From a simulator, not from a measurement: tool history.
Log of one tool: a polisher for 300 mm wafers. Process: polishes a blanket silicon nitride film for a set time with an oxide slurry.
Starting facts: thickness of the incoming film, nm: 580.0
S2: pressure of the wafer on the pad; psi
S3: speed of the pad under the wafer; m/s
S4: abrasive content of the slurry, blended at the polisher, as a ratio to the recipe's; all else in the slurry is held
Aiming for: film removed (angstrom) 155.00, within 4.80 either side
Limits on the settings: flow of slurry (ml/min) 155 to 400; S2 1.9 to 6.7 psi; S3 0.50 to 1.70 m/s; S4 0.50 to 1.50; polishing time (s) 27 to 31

run 1 hour=0.0 | flow_of_slurry_(ml/min)=255 S2=4.3 S3=1.10 S4=1.00 polishing_time_(s)=31 | film_removed_(angstrom)=228.29
run 2 hour=1.4 | flow_of_slurry_(ml/min)=255 S2=4.3 S3=1.10 S4=1.10 polishing_time_(s)=31 | film_removed_(angstrom)=238.47
run 3 hour=10.1 | flow_of_slurry_(ml/min)=255 S2=4.1 S3=1.10 S4=1.10 polishing_time_(s)=31 | film_removed_(angstrom)=226.08
run 4 hour=12.4 | flow_of_slurry_(ml/min)=255 S2=3.9 S3=1.10 S4=1.10 polishing_time_(s)=31 | film_removed_(angstrom)=216.03
run 5 hour=20.1 | flow_of_slurry_(ml/min)=255 S2=3.9 S3=1.20 S4=1.10 polishing_time_(s)=31 | film_removed_(angstrom)=236.01
run 6 hour=25.9 | flow_of_slurry_(ml/min)=255 S2=3.9 S3=0.96 S4=1.10 polishing_time_(s)=31 | film_removed_(angstrom)=191.62
run 7 hour=32.6 | flow_of_slurry_(ml/min)=255 S2=3.8 S3=0.96 S4=1.10 polishing_time_(s)=31 | film_removed_(angstrom)=186.22
run 8 hour=39.3 | flow_of_slurry_(ml/min)=255 S2=3.7 S3=0.96 S4=1.10 polishing_time_(s)=31 | film_removed_(angstrom)=185.70
run 9 hour=48.2 | flow_of_slurry_(ml/min)=255 S2=3.6 S3=0.96 S4=1.10 polishing_time_(s)=31 | film_removed_(angstrom)=178.53
run 10 hour=55.1 | flow_of_slurry_(ml/min)=255 S2=3.5 S3=0.96 S4=1.10 polishing_time_(s)=31 | film_removed_(angstrom)=173.46

Pick the move, out of 5, that brings all results within their allowed miss; only one does.
run A hour=62.0 | flow_of_slurry_(ml/min)=255 S2=3.3 S3=1.02 S4=1.05 polishing_time_(s)=28 | film_removed_(angstrom)=?
run B hour=62.0 | flow_of_slurry_(ml/min)=200 S2=3.2 S3=0.96 S4=1.40 polishing_time_(s)=31 | film_removed_(angstrom)=?
run C hour=62.0 | flow_of_slurry_(ml/min)=310 S2=3.4 S3=1.06 S4=1.15 polishing_time_(s)=27 | film_removed_(angstrom)=?
run D hour=62.0 | flow_of_slurry_(ml/min)=270 S2=3.9 S3=1.10 S4=0.95 polishing_time_(s)=28 | film_removed_(angstrom)=?
run E hour=62.0 | flow_of_slurry_(ml/min)=230 S2=3.0 S3=1.16 S4=1.05 polishing_time_(s)=30 | film_removed_(angstrom)=?

move=A film_removed_(angstrom)=154.38
move=B film_removed_(angstrom)=165.54
move=C film_removed_(angstrom)=165.31
move=D film_removed_(angstrom)=188.68
move=E film_removed_(angstrom)=165.19
A: in spec on every target
B: moves toward the targets from the last run without getting all of them in spec
C: moves toward the targets from the last run without getting all of them in spec
D: further off than the last run
E: moves toward the targets from the last run without getting all of them in spec
So the answer is move A, the one that meets all the targets.

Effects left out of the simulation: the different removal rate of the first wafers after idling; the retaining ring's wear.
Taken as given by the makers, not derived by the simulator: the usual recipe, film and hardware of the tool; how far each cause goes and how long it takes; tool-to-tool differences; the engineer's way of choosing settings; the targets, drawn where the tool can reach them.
